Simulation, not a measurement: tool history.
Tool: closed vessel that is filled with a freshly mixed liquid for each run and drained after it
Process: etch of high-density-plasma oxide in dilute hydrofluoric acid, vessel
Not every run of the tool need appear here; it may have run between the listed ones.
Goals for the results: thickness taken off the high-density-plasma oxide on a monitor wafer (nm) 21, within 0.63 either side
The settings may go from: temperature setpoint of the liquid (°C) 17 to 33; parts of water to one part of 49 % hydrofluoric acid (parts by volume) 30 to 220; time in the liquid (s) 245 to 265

run,day,temperature setpoint of the liquid (°C),parts of water to one part of 49 % hydrofluoric acid (parts by volume),time in the liquid (s),thickness taken off the high-density-plasma oxide on a monitor wafer (nm)
1,0,25,125,245,14.936
2,0.071,26.5,125,245,15.883
3,0.117,26.5,150,245,12.811
4,0.258,28,140,245,14.746
5,0.488,28,140,245,14.691
6,0.792,25,140,245,13.141
7,0.854,27,135,245,14.699
8,0.971,31,110,245,21.777

4 next moves are on the table. One of them brings every result within its allowed miss. Which?
A,1.088,28,120,265,?
B,1.088,30.5,115,250,?
C,1.088,30.5,120,245,?
D,1.088,30.5,130,265,?

move,thickness taken off the high-density-plasma oxide on a monitor wafer (nm)
A,19.161
B,20.841
C,19.438
D,19.142
A: carries the result that was furthest off beyond its target, to the other side
B: meets every target
C: carries the result that was furthest off beyond its target, to the other side
D: carries the result that was furthest off beyond its target, to the other side
Correct choice: B, which meets every target
